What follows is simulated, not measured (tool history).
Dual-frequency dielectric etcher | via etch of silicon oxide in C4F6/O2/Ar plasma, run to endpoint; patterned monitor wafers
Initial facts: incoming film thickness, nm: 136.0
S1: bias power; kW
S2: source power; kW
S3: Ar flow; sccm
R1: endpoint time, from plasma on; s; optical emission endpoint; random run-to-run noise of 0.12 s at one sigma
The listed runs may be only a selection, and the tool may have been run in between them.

run	hour	S1	S2	S3	R1
1	0	0.436	0.41	404	34.639
2	5.2	0.436	0.46	404	33.412
3	7.4	0.436	0.46	438	33.686
4	13	0.407	0.45	441	34.941
5	21.4	0.384	0.44	443	36.153
6	26.6	0.368	0.44	444	36.723
7	29.3	0.355	0.44	445	36.945
8	37.5	0.342	0.44	446	37.69
9	45.9	0.333	0.44	446	38.141
10	51	0.333	0.44	446	38.078
11	59.7	0.326	0.44	446	38.337

Estimate the outcome of run 12 from the log above:
12	66.2	0.32	0.44	446	?

R1: 38.777 s
